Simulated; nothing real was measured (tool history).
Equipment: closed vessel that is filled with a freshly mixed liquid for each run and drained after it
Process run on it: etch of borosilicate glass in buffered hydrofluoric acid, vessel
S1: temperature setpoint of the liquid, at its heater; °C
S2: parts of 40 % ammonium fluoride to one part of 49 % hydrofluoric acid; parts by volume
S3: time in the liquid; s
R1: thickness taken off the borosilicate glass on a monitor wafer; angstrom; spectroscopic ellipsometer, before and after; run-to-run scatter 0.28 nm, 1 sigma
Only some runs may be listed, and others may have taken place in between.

run,day,S1,S2,S3,R1
1,0.000,22.0,14.5,30,196.33
2,0.133,22.0,10.5,30,269.05
3,0.379,20.0,10.5,30,244.77
4,0.696,21.5,10.5,30,266.48
5,0.929,19.0,10.5,30,234.71
6,1.012,19.0,10.5,30,231.23
7,1.171,19.0,10.5,30,229.88
8,1.208,20.5,10.5,30,252.57
9,1.308,21.5,10.5,30,265.48
10,1.400,22.5,10.5,30,277.96
11,1.600,23.5,10.5,30,297.98

Expected results for the next run?
12,1.683,24.0,10.5,30,?

For run 12 the tool returned R1 306.81 angstrom.
